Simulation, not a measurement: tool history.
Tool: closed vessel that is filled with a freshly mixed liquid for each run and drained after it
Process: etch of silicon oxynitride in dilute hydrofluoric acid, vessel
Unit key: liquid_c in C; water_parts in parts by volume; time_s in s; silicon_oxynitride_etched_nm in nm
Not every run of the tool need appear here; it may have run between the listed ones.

run  hour  liquid_c  water_parts  time_s  silicon_oxynitride_etched_nm
  1   0.0      26.0           60     505                        14.602
  2   7.7      27.5           55     505                        17.248
  3   9.2      28.5           50     505                        20.136
  4  10.1      28.5           60     505                        16.546
  5  18.2      31.5           60     505                        18.827
  6  24.3      32.0           55     505                        21.125
  7  29.6      32.5           50     505                        24.060

Run 8 has not been measured yet. What should we expect?
  8  31.5      32.5           45     505                             ?

Logged for run 8: silicon_oxynitride_etched_nm 26.990 nm.

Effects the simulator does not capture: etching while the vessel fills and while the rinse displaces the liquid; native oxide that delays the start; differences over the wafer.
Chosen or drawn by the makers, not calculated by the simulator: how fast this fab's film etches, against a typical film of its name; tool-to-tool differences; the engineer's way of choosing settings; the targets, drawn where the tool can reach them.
